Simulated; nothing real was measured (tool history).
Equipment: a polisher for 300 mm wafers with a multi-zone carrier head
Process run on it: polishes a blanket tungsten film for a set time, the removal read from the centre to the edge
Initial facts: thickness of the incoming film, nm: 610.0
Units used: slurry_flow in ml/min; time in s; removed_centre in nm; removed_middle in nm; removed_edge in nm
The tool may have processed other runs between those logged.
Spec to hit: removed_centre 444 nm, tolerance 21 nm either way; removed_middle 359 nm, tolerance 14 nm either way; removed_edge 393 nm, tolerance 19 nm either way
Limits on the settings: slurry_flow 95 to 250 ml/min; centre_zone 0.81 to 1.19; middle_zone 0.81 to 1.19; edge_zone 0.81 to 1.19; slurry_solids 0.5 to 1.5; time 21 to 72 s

run 1 day=0 | slurry_flow=160 centre_zone=1 middle_zone=1 edge_zone=1 slurry_solids=1 time=46 | removed_centre=275.4 removed_middle=249.62 removed_edge=247.05
run 2 day=0.038 | slurry_flow=165 centre_zone=1.02 middle_zone=0.99 edge_zone=1.03 slurry_solids=1.1 time=49 | removed_centre=298.52 removed_middle=262.55 removed_edge=270.14
run 3 day=0.138 | slurry_flow=165 centre_zone=1.02 middle_zone=0.99 edge_zone=1.03 slurry_solids=1.1 time=42 | removed_centre=259.61 removed_middle=223.61 removed_edge=229.83
run 4 day=0.238 | slurry_flow=170 centre_zone=1.04 middle_zone=0.99 edge_zone=1.05 slurry_solids=1.2 time=47 | removed_centre=304.99 removed_middle=260.87 removed_edge=263.12
run 5 day=0.567 | slurry_flow=170 centre_zone=1.04 middle_zone=0.99 edge_zone=0.97 slurry_solids=1.2 time=47 | removed_centre=301.81 removed_middle=259.27 removed_edge=256.09
-- day=0.938 centre zone pressure recalibrated
run 6 day=0.938 | slurry_flow=170 centre_zone=1.04 middle_zone=0.97 edge_zone=1 slurry_solids=1.25 time=51 | removed_centre=293.16 removed_middle=273.62 removed_edge=275.35
run 7 day=1.058 | slurry_flow=170 centre_zone=1.04 middle_zone=0.97 edge_zone=1 slurry_solids=1.25 time=51 | removed_centre=298.29 removed_middle=278.02 removed_edge=289.72
run 8 day=1.421 | slurry_flow=175 centre_zone=1.08 middle_zone=0.97 edge_zone=1.03 slurry_solids=1.25 time=54 | removed_centre=321.1 removed_middle=293.47 removed_edge=307.65

Pick the move, out of 5, that brings all results within their allowed miss; only one does.
run A day=1.783 | slurry_flow=175 centre_zone=1.03 middle_zone=1.18 edge_zone=0.92 slurry_solids=1.2 time=40 | removed_centre=? removed_middle=? removed_edge=?
run B day=1.783 | slurry_flow=120 centre_zone=0.82 middle_zone=1 edge_zone=0.88 slurry_solids=1.5 time=51 | removed_centre=? removed_middle=? removed_edge=?
run C day=1.783 | slurry_flow=175 centre_zone=0.95 middle_zone=1.11 edge_zone=0.93 slurry_solids=1.5 time=68 | removed_centre=? removed_middle=? removed_edge=?
run D day=1.783 | slurry_flow=155 centre_zone=1.03 middle_zone=1 edge_zone=0.96 slurry_solids=1.35 time=69 | removed_centre=? removed_middle=? removed_edge=?
run E day=1.783 | slurry_flow=160 centre_zone=1.15 middle_zone=0.9 edge_zone=1 slurry_solids=1.5 time=68 | removed_centre=? removed_middle=? removed_edge=?

move=A removed_centre=227.88 removed_middle=259.17 removed_edge=211.71
move=B removed_centre=218.09 removed_middle=274.5 removed_edge=259.47
move=C removed_centre=370.68 removed_middle=434.28 removed_edge=376.03
move=D removed_centre=390.22 removed_middle=386.77 removed_edge=374.52
move=E removed_centre=440.41 removed_middle=357.41 removed_edge=385.58
A: misses by more than the last run did
B: misses by more than the last run did
C: closes in on the targets versus the last run, not all within tolerance yet
D: closes in on the targets versus the last run, not all within tolerance yet
E: each result inside its tolerance
Move E is the one to make.
